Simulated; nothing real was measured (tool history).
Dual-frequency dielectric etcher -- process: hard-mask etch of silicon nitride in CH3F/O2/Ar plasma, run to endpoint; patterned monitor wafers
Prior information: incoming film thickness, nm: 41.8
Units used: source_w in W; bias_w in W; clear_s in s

{"run": 1, "hour": 0.0, "source_w": 480, "bias_w": 52, "clear_s": 67.952}
{"run": 2, "hour": 1.5, "source_w": 450, "bias_w": 50, "clear_s": 70.665}
{"run": 3, "hour": 8.0, "source_w": 450, "bias_w": 43, "clear_s": 75.188}
{"run": 4, "hour": 16.4, "source_w": 450, "bias_w": 39, "clear_s": 78.119}
{"run": 5, "hour": 20.4, "source_w": 450, "bias_w": 45, "clear_s": 73.809}
{"run": 6, "hour": 21.9, "source_w": 450, "bias_w": 53, "clear_s": 68.718}
{"run": 7, "hour": 28.6, "source_w": 430, "bias_w": 51, "clear_s": 71.381}
{"run": 8, "hour": 31.4, "source_w": 410, "bias_w": 50, "clear_s": 72.569}
{"run": 9, "hour": 39.0, "source_w": 390, "bias_w": 49, "clear_s": 74.994}
{"run": 10, "hour": 40.9, "source_w": 380, "bias_w": 48, "clear_s": 76.673}
{"run": 11, "hour": 41.6, "source_w": 370, "bias_w": 48, "clear_s": 77.3}

Run 12 has not been measured yet. What should we expect?
{"run": 12, "hour": 45.6, "source_w": 360, "bias_w": 48, "clear_s": "?"}

{"run 12": {"clear_s": 77.289}}

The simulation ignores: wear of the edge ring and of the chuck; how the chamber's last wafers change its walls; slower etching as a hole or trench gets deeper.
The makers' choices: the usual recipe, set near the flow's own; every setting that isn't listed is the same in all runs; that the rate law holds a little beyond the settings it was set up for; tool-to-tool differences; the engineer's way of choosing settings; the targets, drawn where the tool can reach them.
